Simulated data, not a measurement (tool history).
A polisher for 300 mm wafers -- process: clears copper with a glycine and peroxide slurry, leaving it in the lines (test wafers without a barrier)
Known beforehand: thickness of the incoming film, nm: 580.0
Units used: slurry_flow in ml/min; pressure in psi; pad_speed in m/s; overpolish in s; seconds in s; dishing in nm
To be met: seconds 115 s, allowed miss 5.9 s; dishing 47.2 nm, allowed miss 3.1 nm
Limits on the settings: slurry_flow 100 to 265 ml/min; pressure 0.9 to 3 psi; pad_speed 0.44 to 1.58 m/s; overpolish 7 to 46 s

run 1 hour=0 | slurry_flow=170 pressure=1.9 pad_speed=1 overpolish=24 | seconds=209.23 dishing=38.118
run 2 hour=4.4 | slurry_flow=190 pressure=1.9 pad_speed=1 overpolish=24 | seconds=197.69 dishing=37.947
run 3 hour=6.1 | slurry_flow=190 pressure=1.7 pad_speed=1 overpolish=24 | seconds=215.12 dishing=35.756
run 4 hour=7.2 | slurry_flow=190 pressure=1.7 pad_speed=1 overpolish=28 | seconds=212.3 dishing=40.357
run 5 hour=9.9 | slurry_flow=190 pressure=1.5 pad_speed=1 overpolish=28 | seconds=229.55 dishing=38.948
-- hour=18.1 head pressure recalibrated
run 6 hour=18.1 | slurry_flow=200 pressure=1.8 pad_speed=1.02 overpolish=27 | seconds=189.62 dishing=41.862
run 7 hour=25.1 | slurry_flow=200 pressure=1.8 pad_speed=1.02 overpolish=27 | seconds=183.31 dishing=41.4
run 8 hour=32.5 | slurry_flow=210 pressure=1.9 pad_speed=1.02 overpolish=27 | seconds=180.01 dishing=41.478

Below are 4 possible settings for the next run. Only one of them brings all results inside the allowed miss of their targets. Which is it?
run A hour=39.9 | slurry_flow=220 pressure=1.6 pad_speed=0.92 overpolish=19 | seconds=? dishing=?
run B hour=39.9 | slurry_flow=265 pressure=2.4 pad_speed=1.22 overpolish=17 | seconds=? dishing=?
run C hour=39.9 | slurry_flow=215 pressure=2.6 pad_speed=1.34 overpolish=23 | seconds=? dishing=?
run D hour=39.9 | slurry_flow=215 pressure=2.5 pad_speed=1.24 overpolish=16 | seconds=? dishing=?

move=A seconds=218.86 dishing=31.679
move=B seconds=132.35 dishing=39.204
move=C seconds=118.08 dishing=46.84
move=D seconds=129.73 dishing=38.325
A: further off than the last run
B: nearer the targets than the last run, but a result is still out of spec
C: all results in spec
D: nearer the targets than the last run, but a result is still out of spec
Move C is the one to make.
